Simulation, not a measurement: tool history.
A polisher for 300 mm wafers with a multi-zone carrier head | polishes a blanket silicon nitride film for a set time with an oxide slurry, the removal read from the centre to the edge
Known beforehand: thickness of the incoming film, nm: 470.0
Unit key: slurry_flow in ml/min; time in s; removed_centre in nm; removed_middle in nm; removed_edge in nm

run,day,slurry_flow,centre_zone,middle_zone,edge_zone,slurry_solids,time,removed_centre,removed_middle,removed_edge
1,0.000,125,1.00,1.00,1.00,1.00,76,45.585,44.741,44.659
2,0.246,115,0.99,0.97,1.01,1.00,76,43.389,42.320,44.861
3,0.483,115,0.99,0.97,1.01,1.00,65,37.556,37.338,37.810
4,0.621,125,0.99,0.95,1.05,1.00,65,37.831,36.503,39.399
5,0.767,125,0.99,0.95,1.05,1.15,65,40.075,38.736,42.269
6,0.938,125,1.05,0.95,1.05,1.15,65,43.025,38.393,42.019
7,1.167,125,1.04,0.95,1.06,1.15,65,43.004,39.475,42.737

The next listed run, before its measurement:
8,1.521,125,1.03,0.94,1.07,1.15,65,?,?,?

{"run 8": {"removed_centre": 42.236, "removed_middle": 39.085, "removed_edge": 42.927}}

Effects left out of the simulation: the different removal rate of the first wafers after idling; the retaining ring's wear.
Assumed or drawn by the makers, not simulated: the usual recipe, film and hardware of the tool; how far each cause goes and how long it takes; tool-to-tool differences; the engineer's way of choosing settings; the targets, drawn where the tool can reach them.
